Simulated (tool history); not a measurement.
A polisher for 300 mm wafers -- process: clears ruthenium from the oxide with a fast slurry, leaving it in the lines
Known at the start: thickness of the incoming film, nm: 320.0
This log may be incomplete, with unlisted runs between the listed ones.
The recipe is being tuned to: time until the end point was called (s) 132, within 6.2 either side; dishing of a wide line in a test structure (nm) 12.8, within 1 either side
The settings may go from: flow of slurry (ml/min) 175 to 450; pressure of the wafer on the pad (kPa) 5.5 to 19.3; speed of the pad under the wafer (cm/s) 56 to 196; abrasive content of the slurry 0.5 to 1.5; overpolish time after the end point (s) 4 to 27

run  hour  flow of slurry (ml/min)  pressure of the wafer on the pad (kPa)  speed of the pad under the wafer (cm/s)  abrasive content of the slurry  overpolish time after the end point (s)  time until the end point was called (s)  dishing of a wide line in a test structure (nm)
  1     0                      290                                    12.4                                      126                               1                                       14                                   105.33                                           33.599
  2   4.2                      290                                    11.7                                      126                               1                                       13                                    114.2                                           28.388
  3  10.6                      290                                    11.7                                      128                               1                                       12                                   109.89                                           28.328
  4  11.7                      290                                      11                                      128                               1                                       11                                      121                                           26.112
  5  17.5                      290                                    11.7                                      120                               1                                       10                                   115.62                                            23.24
  6  24.8                      290                                    10.3                                      120                               1                                       10                                   132.09                                           20.242
  7    26                      295                                    10.3                                      118                            1.05                                        9                                   128.37                                           18.025
  8    29                      305                                     9.7                                      116                            1.15                                        8                                   134.75                                           15.997

Which one of the following 5 next-run settings gets every result inside its allowed miss? There is exactly one.
  A    32                      215                                    10.3                                      116                            1.25                                        6                                        ?                                                ?
  B    32                      330                                       9                                      130                             1.2                                       10                                        ?                                                ?
  C    32                      375                                     6.9                                      144                            1.45                                       12                                        ?                                                ?
  D    32                      305                                    10.3                                      104                             1.1                                       11                                        ?                                                ?
  E    32                      200                                     7.6                                      166                               1                                       10                                        ?                                                ?

move  time until the end point was called (s)  dishing of a wide line in a test structure (nm)
   A                                   132.57                                            12.51
   B                                   132.93                                            19.98
   C                                   144.61                                           21.815
   D                                   146.23                                           19.979
   E                                   142.08                                           18.813
A: each result inside its tolerance
B: misses by more than the last run did
C: misses by more than the last run did
D: misses by more than the last run did
E: misses by more than the last run did
The right move is A.
